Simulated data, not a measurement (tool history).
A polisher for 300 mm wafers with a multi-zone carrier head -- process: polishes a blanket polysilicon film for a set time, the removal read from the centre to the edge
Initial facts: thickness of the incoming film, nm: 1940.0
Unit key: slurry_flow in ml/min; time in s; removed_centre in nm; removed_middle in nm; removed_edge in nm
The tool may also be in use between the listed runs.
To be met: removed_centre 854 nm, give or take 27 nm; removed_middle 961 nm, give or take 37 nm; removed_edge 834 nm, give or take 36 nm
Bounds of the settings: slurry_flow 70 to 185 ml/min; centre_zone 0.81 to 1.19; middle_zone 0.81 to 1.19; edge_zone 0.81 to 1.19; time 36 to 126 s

run	hour	slurry_flow	centre_zone	middle_zone	edge_zone	time	removed_centre	removed_middle	removed_edge
1	0	120	1	1	1	81	623.37	610.66	628.15
2	1.6	150	1	1	1	81	652.4	659.39	645.32
3	9	135	1	1	1	81	633.01	638.12	640.17
4	14.6	135	1	1	0.95	81	636.09	636.54	627.95
5	22.4	135	1	0.94	0.95	81	627.52	610.35	621.7
6	27.8	135	1	0.94	0.95	95	729.38	708.03	742.03
7	36.7	165	1.03	1.04	0.98	101	868.33	855.67	826.03
8	40.1	165	1.02	1.05	0.98	101	858.31	858.15	823.8
9	42.6	165	1.01	1.06	0.98	101	849.04	882.48	817.96
# hour 44: slurry nozzle cleaned
10	44	165	1.01	1.07	0.98	101	906.4	940.12	857.33
11	52.3	165	1	1.07	0.98	101	901.2	933.79	856.2
12	55.1	165	0.99	1.07	0.98	100	894.44	957.1	838.28

Which single option among these 5 for the next run brings every result within its allowed miss of target? Just one does.
A	57.9	185	0.98	1.15	0.86	94	?	?	?
B	57.9	160	0.96	1.11	0.96	100	?	?	?
C	57.9	185	1.02	1.19	0.81	97	?	?	?
D	57.9	185	0.96	1.18	0.83	104	?	?	?
E	57.9	165	1.02	1.07	0.93	104	?	?	?

move	removed_centre	removed_middle	removed_edge
A	840.58	951.84	775.94
B	853.25	959.4	854.15
C	902.52	1011.5	779.36
D	911.5	1076.9	844.69
E	947.25	971.75	878.95
A: the worst result of the last run now meets its target, but another is out of spec
B: every result within its allowed miss
C: its largest miss is bigger than the last run's
D: its largest miss is bigger than the last run's
E: its largest miss is bigger than the last run's
B meets every target.
